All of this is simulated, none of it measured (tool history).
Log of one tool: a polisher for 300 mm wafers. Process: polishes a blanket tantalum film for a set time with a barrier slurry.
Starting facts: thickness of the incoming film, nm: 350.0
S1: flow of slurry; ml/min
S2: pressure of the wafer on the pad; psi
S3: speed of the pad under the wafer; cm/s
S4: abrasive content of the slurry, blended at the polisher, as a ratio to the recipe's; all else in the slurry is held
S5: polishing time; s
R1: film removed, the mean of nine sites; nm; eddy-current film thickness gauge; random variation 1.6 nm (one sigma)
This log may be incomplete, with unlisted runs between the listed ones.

run	hour	S1	S2	S3	S4	S5	R1
1	0	140	2.3	118	1	32	87.875
2	3.4	145	2.5	118	1	32	93.295
3	7.8	145	2.5	118	1.15	32	97.624
4	9.8	145	2.7	118	1.15	32	104.14
5	11.3	145	2.7	118	0.95	32	100.15
6	16.9	145	2.9	118	0.95	32	109.2
7	24.2	145	3	118	0.95	32	115.06

What will run 8 give?
8	26.7	145	3.1	118	0.95	32	?

{"run 8": {"R1": 116.87}}

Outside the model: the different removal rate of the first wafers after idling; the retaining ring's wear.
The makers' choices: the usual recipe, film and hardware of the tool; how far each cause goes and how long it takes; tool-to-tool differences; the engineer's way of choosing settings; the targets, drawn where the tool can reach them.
